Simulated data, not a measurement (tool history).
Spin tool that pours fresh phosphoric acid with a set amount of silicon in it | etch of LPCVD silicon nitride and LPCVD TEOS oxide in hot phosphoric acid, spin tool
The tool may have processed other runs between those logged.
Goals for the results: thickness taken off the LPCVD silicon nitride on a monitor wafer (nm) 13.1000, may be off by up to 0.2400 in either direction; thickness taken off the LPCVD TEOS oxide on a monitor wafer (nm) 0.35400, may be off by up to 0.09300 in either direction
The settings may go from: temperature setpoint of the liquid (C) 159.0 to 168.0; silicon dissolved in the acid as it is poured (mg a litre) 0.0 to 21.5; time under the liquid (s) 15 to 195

run	hour	temperature setpoint of the liquid (C)	silicon dissolved in the acid as it is poured (mg a litre)	time under the liquid (s)	thickness taken off the LPCVD silicon nitride on a monitor wafer (nm)	thickness taken off the LPCVD TEOS oxide on a monitor wafer (nm)
1	0.0	164.0	9.5	100	9.7915	0.37623
2	8.7	163.0	9.5	100	9.5399	0.34443
3	9.8	163.0	9.5	70	6.6451	0.24285
4	15.6	163.5	11.0	75	7.2679	0.23500
5	19.4	162.5	11.0	75	7.0278	0.22153
6	22.4	163.0	12.0	80	7.6656	0.25364
7	28.7	163.5	13.0	85	8.2567	0.30767
# hour 33.3: dissolved silicon flow meter replaced
8	33.3	163.5	14.0	90	8.6676	0.28127
9	40.8	163.5	15.0	95	9.2147	0.27298
10	47.8	164.0	15.5	95	9.2420	0.28894
11	50.2	164.0	16.0	100	9.8004	0.30601
12	56.5	164.0	16.5	100	9.8484	0.32600
13	63.0	164.0	17.0	105	10.3230	0.27886
14	69.5	164.5	17.5	105	10.5520	0.33982
15	76.2	164.5	18.0	105	10.4840	0.26949
16	84.1	164.5	18.0	105	10.5400	0.29910
17	87.9	165.0	18.5	105	10.7110	0.29666

5 next moves are on the table. One of them brings every result within its allowed miss. Which?
A	91.7	164.0	15.0	100	?	?
B	91.7	164.5	21.5	130	?	?
C	91.7	161.5	0.0	85	?	?
D	91.7	166.0	21.5	140	?	?
E	91.7	164.5	18.5	120	?	?

move	thickness taken off the LPCVD silicon nitride on a monitor wafer (nm)	thickness taken off the LPCVD TEOS oxide on a monitor wafer (nm)
A	9.7426	0.34678
B	12.8760	0.39153
C	7.6223	0.33755
D	14.5650	0.46997
E	11.8850	0.39377
A: its largest miss is bigger than the last run's
B: each result inside its tolerance
C: its largest miss is bigger than the last run's
D: takes the biggest miss from the last run beyond its target
E: gains on the last run, yet a result remains outside its allowed miss
B is the move that brings every result within its allowed miss.
